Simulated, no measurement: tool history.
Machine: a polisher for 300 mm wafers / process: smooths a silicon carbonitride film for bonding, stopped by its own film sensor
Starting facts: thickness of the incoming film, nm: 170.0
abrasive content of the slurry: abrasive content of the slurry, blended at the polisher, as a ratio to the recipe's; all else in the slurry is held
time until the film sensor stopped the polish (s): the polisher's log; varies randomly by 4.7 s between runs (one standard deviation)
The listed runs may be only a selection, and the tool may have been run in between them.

run,hour,flow of slurry (ml/min),pressure of the wafer on the pad (psi),speed of the pad under the wafer (m/s),abrasive content of the slurry,target thickness at which the film sensor stops the polish (nm),time until the film sensor stopped the polish (s)
1,0,165,1.4,0.7,1,142,288.05
2,6.9,165,1.3,0.7,1,142,303.35
3,14.5,165,1.3,0.82,1,142,285.54
4,17.2,165,1.3,0.92,1,142,255.59
5,20.8,200,1.3,0.92,1,142,246.81
6,25.3,200,1.3,0.82,1,142,265.3
7,29.3,200,1.3,0.82,1,142,271.25
8,34.9,200,1.2,0.82,1,142,287.69
9,41.5,190,0.8,0.8,1,142,427.04
10,46.7,200,0.8,0.8,1,142,417.46
11,54.7,215,0.9,0.8,1,142,375.52
# hour 61.3: head pressure recalibrated
12,61.3,210,0.9,0.8,1,142,355.2
13,66.3,210,0.7,0.8,1,142,436.75
14,70.8,215,0.7,0.8,1,142,437.6
15,73.4,215,0.9,0.8,1,142,351.48

Expected results for the next run?
16,78.5,210,0.9,0.8,1,142,?

Logged for run 16: time until the film sensor stopped the polish (s) 353.46.
